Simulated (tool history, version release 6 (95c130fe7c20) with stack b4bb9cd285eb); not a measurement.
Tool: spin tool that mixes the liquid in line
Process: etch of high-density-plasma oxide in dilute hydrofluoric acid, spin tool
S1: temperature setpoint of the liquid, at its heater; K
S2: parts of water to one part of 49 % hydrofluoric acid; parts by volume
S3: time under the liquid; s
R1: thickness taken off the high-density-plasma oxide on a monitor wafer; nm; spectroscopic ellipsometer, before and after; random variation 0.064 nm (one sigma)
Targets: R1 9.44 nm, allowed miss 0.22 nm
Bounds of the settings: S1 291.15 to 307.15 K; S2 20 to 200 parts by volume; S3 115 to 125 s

run	hour	S1	S2	S3	R1
1	0	299.15	110	115	6.6505
2	4.9	299.15	110	125	7.2048
3	8	299.65	110	125	7.3916
4	12.1	299.65	110	115	6.7759
5	16.4	300.15	110	115	6.9684
6	21.2	303.15	110	115	7.7715
7	28	303.65	110	115	7.8936
8	36.7	304.15	110	115	7.9576
9	45.4	304.65	110	115	8.1614
10	52.3	306.15	105	115	9.072

5 next moves are on the table. One of them brings every result within its allowed miss. Which?
A	59.2	304.15	95	115	?
B	59.2	307.15	110	115	?
C	59.2	305.15	95	115	?
D	59.2	302.15	95	115	?
E	59.2	303.65	100	115	?

move	R1
A	9.4325
B	8.8891
C	9.7894
D	8.7482
E	8.732
A: meets every target
B: further off than the last run
C: takes the result that was furthest off past its target
D: further off than the last run
E: further off than the last run
The right move is A.

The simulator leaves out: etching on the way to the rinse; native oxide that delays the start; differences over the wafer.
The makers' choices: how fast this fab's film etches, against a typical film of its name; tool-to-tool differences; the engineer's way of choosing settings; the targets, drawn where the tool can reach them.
